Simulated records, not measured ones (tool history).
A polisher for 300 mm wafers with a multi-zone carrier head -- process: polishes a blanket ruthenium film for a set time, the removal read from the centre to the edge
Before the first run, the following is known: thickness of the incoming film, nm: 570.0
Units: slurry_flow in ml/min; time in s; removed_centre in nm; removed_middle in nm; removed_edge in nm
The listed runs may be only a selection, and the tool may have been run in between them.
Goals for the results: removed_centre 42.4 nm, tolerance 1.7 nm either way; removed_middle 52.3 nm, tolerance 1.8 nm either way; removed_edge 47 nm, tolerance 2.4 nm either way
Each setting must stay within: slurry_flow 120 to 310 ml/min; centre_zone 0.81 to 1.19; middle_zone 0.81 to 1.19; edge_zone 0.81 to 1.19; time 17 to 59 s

run,hour,slurry_flow,centre_zone,middle_zone,edge_zone,time,removed_centre,removed_middle,removed_edge
1,0,200,1,1,1,38,52.464,52.553,52.926
2,2.3,195,0.98,1.01,0.98,38,51.736,53.714,51.002
3,8.6,190,0.95,1.01,0.98,38,48.868,53.263,53.668
4,17.3,150,0.95,1.01,0.98,38,47.739,52.022,52.476
# hour 18.5: worn pad replaced by a new one
5,18.5,150,0.94,1.02,0.96,38,50.173,54.824,53.836
6,23.8,150,0.93,1.04,0.96,37,49.321,56.186,54.082
7,28.7,155,0.92,1.04,0.95,36,46.911,53.999,51.843
8,29.8,160,0.91,1.04,0.94,35,45.309,53.061,49.198
9,37.4,160,0.9,1.04,0.93,35,45.073,52.252,50.39

Exercise: of the 4 proposed moves below, exactly one satisfies all targets within the stated allowed misses. Which move is it?
A,45,170,0.93,1.05,0.92,34,?,?,?
B,45,165,0.85,0.96,0.88,39,?,?,?
C,45,150,0.84,1.02,1,36,?,?,?
D,45,120,0.86,1.05,0.83,35,?,?,?

move,removed_centre,removed_middle,removed_edge
A,45.688,52.496,48.3
B,47.759,55.704,54.359
C,43.174,53.648,52.585
D,42.015,52.4,46.615
A: further off than the last run
B: further off than the last run
C: brings the result that was furthest off to its target, and leaves another outside
D: each result inside its tolerance
D is the move that brings every result within its allowed miss.
